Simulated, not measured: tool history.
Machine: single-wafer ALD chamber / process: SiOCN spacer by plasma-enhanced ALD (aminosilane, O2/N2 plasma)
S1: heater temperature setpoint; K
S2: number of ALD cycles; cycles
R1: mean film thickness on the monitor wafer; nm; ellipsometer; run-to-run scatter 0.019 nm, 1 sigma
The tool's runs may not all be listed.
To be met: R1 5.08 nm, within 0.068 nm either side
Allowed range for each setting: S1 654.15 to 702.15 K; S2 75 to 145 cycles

run	hour	S1	S2	R1
1	0	678.15	110	6.6312
2	7.5	682.15	110	6.5517
3	16.5	692.15	110	6.3755
4	25.2	692.15	120	6.8931
5	31.1	693.15	116	6.6191
6	34	702.15	116	6.4395
7	36	702.15	112	6.2205
8	39.9	702.15	94	5.2288

Which single option among these 5 for the next run brings every result within its allowed miss of target? Just one does.
A	43.8	702.15	95	?
B	43.8	697.15	92	?
C	43.8	698.15	93	?
D	43.8	696.15	93	?
E	43.8	701.15	91	?

move	R1
A	5.2725
B	5.1956
C	5.2339
D	5.2702
E	5.0682
A: its largest miss is bigger than the last run's
B: closer than the last run, but not yet in spec
C: roughly where the last run was
D: its largest miss is bigger than the last run's
E: hits every target within its allowed miss
Move E is the one to make.

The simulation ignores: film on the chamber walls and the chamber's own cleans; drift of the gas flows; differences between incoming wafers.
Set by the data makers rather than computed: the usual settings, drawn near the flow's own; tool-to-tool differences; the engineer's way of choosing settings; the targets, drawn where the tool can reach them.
